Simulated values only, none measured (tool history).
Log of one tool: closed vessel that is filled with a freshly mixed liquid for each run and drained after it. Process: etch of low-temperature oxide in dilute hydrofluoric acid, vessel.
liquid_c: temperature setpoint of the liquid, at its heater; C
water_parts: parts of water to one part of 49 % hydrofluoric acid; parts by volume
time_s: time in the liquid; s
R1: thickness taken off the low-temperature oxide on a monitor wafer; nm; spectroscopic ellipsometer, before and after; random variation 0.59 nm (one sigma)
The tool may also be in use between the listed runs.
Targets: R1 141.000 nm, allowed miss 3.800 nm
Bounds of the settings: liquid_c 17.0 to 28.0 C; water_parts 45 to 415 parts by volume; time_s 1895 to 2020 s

Run 1, hour 0.0: liquid_c 20.0 C, water_parts 230 parts by volume, time_s 1895 s. Result: R1 104.070 nm.
Run 2, hour 4.9: liquid_c 20.0 C, water_parts 230 parts by volume, time_s 1895 s. Result: R1 104.020 nm.
Run 3, hour 8.4: liquid_c 21.0 C, water_parts 230 parts by volume, time_s 1895 s. Result: R1 108.710 nm.
Run 4, hour 11.2: liquid_c 21.0 C, water_parts 230 parts by volume, time_s 1895 s. Result: R1 107.750 nm.
Run 5, hour 14.2: liquid_c 21.0 C, water_parts 295 parts by volume, time_s 1895 s. Result: R1 79.384 nm.
Run 6, hour 17.8: liquid_c 22.0 C, water_parts 285 parts by volume, time_s 1895 s. Result: R1 85.734 nm.
Run 7, hour 21.7: liquid_c 23.0 C, water_parts 275 parts by volume, time_s 1895 s. Result: R1 93.385 nm.
Run 8, hour 27.7: liquid_c 24.0 C, water_parts 265 parts by volume, time_s 1895 s. Result: R1 101.480 nm.
Run 9, hour 33.6: liquid_c 24.5 C, water_parts 260 parts by volume, time_s 1895 s. Result: R1 104.480 nm.
Run 10, hour 40.2: liquid_c 25.0 C, water_parts 255 parts by volume, time_s 1895 s. Result: R1 109.030 nm.
At hour 49.0: thermometer replaced.
Run 11, hour 49.0: liquid_c 25.5 C, water_parts 250 parts by volume, time_s 1895 s. Result: R1 107.630 nm.
Run 12, hour 49.6: liquid_c 26.0 C, water_parts 240 parts by volume, time_s 1895 s. Result: R1 115.420 nm.
Run 13, hour 55.9: liquid_c 26.5 C, water_parts 235 parts by volume, time_s 1895 s. Result: R1 119.220 nm.
Run 14, hour 56.4: liquid_c 26.5 C, water_parts 230 parts by volume, time_s 1895 s. Result: R1 122.860 nm.
Run 15, hour 58.6: liquid_c 26.5 C, water_parts 225 parts by volume, time_s 1895 s. Result: R1 126.440 nm.
Run 16, hour 62.9: liquid_c 26.5 C, water_parts 220 parts by volume, time_s 1895 s. Result: R1 129.490 nm.
Run 17, hour 65.2: liquid_c 27.0 C, water_parts 215 parts by volume, time_s 1895 s. Result: R1 135.540 nm.

4 next moves are on the table. One of them brings every result within its allowed miss. Which?
Run A, hour 67.5: liquid_c 25.0 C, water_parts 215 parts by volume, time_s 2010 s. Result: R1 ?.
Run B, hour 67.5: liquid_c 27.5 C, water_parts 225 parts by volume, time_s 2020 s. Result: R1 ?.
Run C, hour 67.5: liquid_c 27.5 C, water_parts 225 parts by volume, time_s 1895 s. Result: R1 ?.
Run D, hour 67.5: liquid_c 26.5 C, water_parts 220 parts by volume, time_s 1895 s. Result: R1 ?.

move       R1
   A  134.770
   B  139.890
   C  131.240
   D  130.310
A: further off than the last run
B: meets every target
C: further off than the last run
D: further off than the last run
The right move is B.
